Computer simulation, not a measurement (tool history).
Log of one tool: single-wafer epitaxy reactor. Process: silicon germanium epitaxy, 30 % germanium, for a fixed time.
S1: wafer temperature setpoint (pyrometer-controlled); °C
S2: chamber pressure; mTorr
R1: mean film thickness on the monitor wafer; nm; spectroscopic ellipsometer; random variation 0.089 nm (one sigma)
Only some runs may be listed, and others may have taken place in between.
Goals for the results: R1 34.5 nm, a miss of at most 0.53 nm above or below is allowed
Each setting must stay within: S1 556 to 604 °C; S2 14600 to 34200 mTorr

run  hour   S1     S2      R1
  1     0  580  24400  46.756
  2   6.9  576  24400  43.509
  3  12.2  574  24400  42.147
  4  14.8  572  24400  40.528
  5  19.4  570  24400   39.17
  6  26.2  569  24400  38.503
  7  31.5  568  24400  37.958
  8  37.7  568  24400  38.066

5 next moves are on the table. One of them brings every result within its allowed miss. Which?
  A  43.9  563  23900   ?
  B  43.9  565  25400   ?
  C  43.9  574  25200   ?
  D  43.9  568  20000   ?
  E  43.9  573  25300   ?

move      R1
   A  34.387
   B  36.241
   C  42.214
   D  35.673
   E  41.548
A: all results in spec
B: closer than the last run, but not yet in spec
C: the biggest miss grows against the last run
D: closer than the last run, but not yet in spec
E: the biggest miss grows against the last run
Move A is the one to make.
